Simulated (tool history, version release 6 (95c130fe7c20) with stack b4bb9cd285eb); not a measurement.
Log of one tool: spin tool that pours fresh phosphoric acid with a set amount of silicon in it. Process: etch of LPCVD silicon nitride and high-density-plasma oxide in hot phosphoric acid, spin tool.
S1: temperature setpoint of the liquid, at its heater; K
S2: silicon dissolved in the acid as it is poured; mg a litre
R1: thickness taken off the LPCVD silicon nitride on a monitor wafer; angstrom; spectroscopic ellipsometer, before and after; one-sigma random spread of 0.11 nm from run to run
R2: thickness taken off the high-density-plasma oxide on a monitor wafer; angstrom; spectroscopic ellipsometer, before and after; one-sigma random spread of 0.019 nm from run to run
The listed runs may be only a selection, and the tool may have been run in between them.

run 1 hour=0 | S1=436.15 S2=23 time_under_the_liquid_(s)=55 | R1=54.943 R2=1.9423
run 2 hour=7.5 | S1=436.65 S2=31 time_under_the_liquid_(s)=65 | R1=65.479 R2=1.6083
run 3 hour=10.4 | S1=436.65 S2=25.5 time_under_the_liquid_(s)=65 | R1=66.475 R2=2.2576
run 4 hour=13.2 | S1=436.65 S2=25.5 time_under_the_liquid_(s)=50 | R1=51.035 R2=1.8314
run 5 hour=14.9 | S1=437.15 S2=31 time_under_the_liquid_(s)=65 | R1=67.886 R2=1.9324
run 6 hour=22.4 | S1=437.65 S2=36.5 time_under_the_liquid_(s)=75 | R1=79.626 R2=1.9834
run 7 hour=24.6 | S1=437.65 S2=36.5 time_under_the_liquid_(s)=75 | R1=80.381 R2=2.1375

Run 8 comes next. What will it give?
run 8 hour=28.7 | S1=437.15 S2=40.5 time_under_the_liquid_(s)=80 | R1=? R2=?

R1: 83.052 angstrom
R2: 1.2595 angstrom
